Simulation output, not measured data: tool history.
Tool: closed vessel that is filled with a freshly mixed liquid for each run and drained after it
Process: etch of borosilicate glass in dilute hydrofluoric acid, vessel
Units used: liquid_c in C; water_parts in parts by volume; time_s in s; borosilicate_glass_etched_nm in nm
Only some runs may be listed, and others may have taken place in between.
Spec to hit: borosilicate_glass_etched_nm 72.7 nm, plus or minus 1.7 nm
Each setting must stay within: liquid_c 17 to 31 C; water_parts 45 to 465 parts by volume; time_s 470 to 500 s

run 1 hour=0 | liquid_c=23 water_parts=255 time_s=470 | borosilicate_glass_etched_nm=58.634
run 2 hour=4.4 | liquid_c=24 water_parts=255 time_s=470 | borosilicate_glass_etched_nm=61.204
run 3 hour=7.4 | liquid_c=24 water_parts=255 time_s=470 | borosilicate_glass_etched_nm=60.743
run 4 hour=15 | liquid_c=21 water_parts=255 time_s=470 | borosilicate_glass_etched_nm=54.259
run 5 hour=18.7 | liquid_c=22.5 water_parts=255 time_s=470 | borosilicate_glass_etched_nm=57.884
run 6 hour=27.9 | liquid_c=24 water_parts=255 time_s=470 | borosilicate_glass_etched_nm=60.268
run 7 hour=34.2 | liquid_c=25 water_parts=255 time_s=470 | borosilicate_glass_etched_nm=62.486
run 8 hour=42.9 | liquid_c=26 water_parts=255 time_s=470 | borosilicate_glass_etched_nm=64.399
run 9 hour=52 | liquid_c=27 water_parts=255 time_s=470 | borosilicate_glass_etched_nm=67.851
run 10 hour=56.1 | liquid_c=27.5 water_parts=255 time_s=470 | borosilicate_glass_etched_nm=68.83
run 11 hour=61.5 | liquid_c=28 water_parts=255 time_s=470 | borosilicate_glass_etched_nm=70.054
run 12 hour=69.5 | liquid_c=28.5 water_parts=255 time_s=470 | borosilicate_glass_etched_nm=70.5

Which one of the following 5 next-run settings gets every result inside its allowed miss? There is exactly one.
run A hour=77.5 | liquid_c=26 water_parts=235 time_s=500 | borosilicate_glass_etched_nm=?
run B hour=77.5 | liquid_c=25 water_parts=235 time_s=470 | borosilicate_glass_etched_nm=?
run C hour=77.5 | liquid_c=31 water_parts=265 time_s=470 | borosilicate_glass_etched_nm=?
run D hour=77.5 | liquid_c=29 water_parts=265 time_s=470 | borosilicate_glass_etched_nm=?
run E hour=77.5 | liquid_c=28 water_parts=245 time_s=490 | borosilicate_glass_etched_nm=?

move=A borosilicate_glass_etched_nm=77.326
move=B borosilicate_glass_etched_nm=70.15
move=C borosilicate_glass_etched_nm=73.846
move=D borosilicate_glass_etched_nm=69.133
move=E borosilicate_glass_etched_nm=77.07
A: carries the result that was furthest off beyond its target, to the other side
B: the biggest miss grows against the last run
C: every result lands within tolerance
D: the biggest miss grows against the last run
E: carries the result that was furthest off beyond its target, to the other side
The right move is C.
